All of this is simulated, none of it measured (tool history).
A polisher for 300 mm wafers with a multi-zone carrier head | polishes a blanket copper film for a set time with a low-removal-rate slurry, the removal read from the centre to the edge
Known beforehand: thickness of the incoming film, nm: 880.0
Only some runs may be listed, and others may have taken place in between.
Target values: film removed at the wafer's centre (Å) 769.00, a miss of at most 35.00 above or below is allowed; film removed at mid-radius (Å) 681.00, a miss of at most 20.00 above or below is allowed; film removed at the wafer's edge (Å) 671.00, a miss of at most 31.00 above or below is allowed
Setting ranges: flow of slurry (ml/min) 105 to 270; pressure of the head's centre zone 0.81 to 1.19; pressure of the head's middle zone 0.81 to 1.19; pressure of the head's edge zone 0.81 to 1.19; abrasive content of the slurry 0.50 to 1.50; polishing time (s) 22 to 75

run	hour	flow of slurry (ml/min)	pressure of the head's centre zone	pressure of the head's middle zone	pressure of the head's edge zone	abrasive content of the slurry	polishing time (s)	film removed at the wafer's centre (Å)	film removed at mid-radius (Å)	film removed at the wafer's edge (Å)
1	0.0	175	1.00	1.00	1.00	1.00	48	993.06	1079.80	1042.10
2	2.3	175	1.02	0.98	0.97	0.90	45	947.43	978.05	946.49
3	3.9	170	1.03	0.96	0.94	0.80	43	881.59	894.37	867.45
4	6.1	170	1.03	0.96	0.94	0.80	38	759.76	775.18	764.36
5	14.7	170	1.03	0.96	0.88	0.80	38	781.32	787.55	761.56
6	23.2	170	1.03	0.96	0.95	0.80	38	773.49	789.24	788.60
7	24.9	165	1.05	0.95	0.92	0.75	38	782.27	760.14	726.69
8	33.2	125	1.08	0.87	0.91	0.70	38	725.54	653.07	706.50

Exercise: of the 4 proposed moves below, exactly one satisfies all targets within the stated allowed misses. Which move is it?
A	41.5	115	1.06	0.86	0.91	0.55	39	?	?	?
B	41.5	160	1.16	0.84	0.95	0.75	37	?	?	?
C	41.5	145	1.15	0.93	0.89	0.70	36	?	?	?
D	41.5	105	0.95	0.84	0.94	0.80	42	?	?	?

move	film removed at the wafer's centre (Å)	film removed at mid-radius (Å)	film removed at the wafer's edge (Å)
A	657.39	614.87	667.26
B	803.52	664.95	733.42
C	745.66	678.72	670.73
D	667.11	687.45	779.10
A: its largest miss is bigger than the last run's
B: gets the furthest-off result to its target, but another result is out of tolerance
C: every result lands within tolerance
D: gets the furthest-off result to its target, but another result is out of tolerance
Answer: C
